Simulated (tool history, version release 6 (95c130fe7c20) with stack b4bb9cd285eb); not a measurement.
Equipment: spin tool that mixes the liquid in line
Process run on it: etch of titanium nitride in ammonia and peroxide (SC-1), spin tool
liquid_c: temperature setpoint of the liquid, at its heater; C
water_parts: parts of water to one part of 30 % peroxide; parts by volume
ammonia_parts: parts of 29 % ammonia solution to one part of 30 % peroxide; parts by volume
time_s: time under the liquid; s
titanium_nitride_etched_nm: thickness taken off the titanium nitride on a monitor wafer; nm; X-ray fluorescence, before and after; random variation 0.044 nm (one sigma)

| run | day | liquid_c | water_parts | ammonia_parts | time_s | titanium_nitride_etched_nm |
|---|---|---|---|---|---|---|
| 1 | 0.000 | 50 | 11.5 | 0.8 | 305 | 14.827 |
| 2 | 0.100 | 56 | 11.5 | 0.8 | 305 | 22.512 |
| 3 | 0.379 | 56 | 11.5 | 0.8 | 305 | 22.567 |
| 4 | 0.692 | 52 | 11.5 | 0.8 | 305 | 17.151 |
| 5 | 1.033 | 49 | 11.5 | 0.8 | 305 | 13.871 |
|  | 1.383 | thermometer replaced |
| 6 | 1.383 | 49 | 15.5 | 0.8 | 305 | 13.318 |

Run 7 is up next; what results do you expect?
| 7 | 1.654 | 47 | 15.5 | 0.8 | 305 | ? |

For run 7 the tool returned titanium_nitride_etched_nm 11.410 nm.
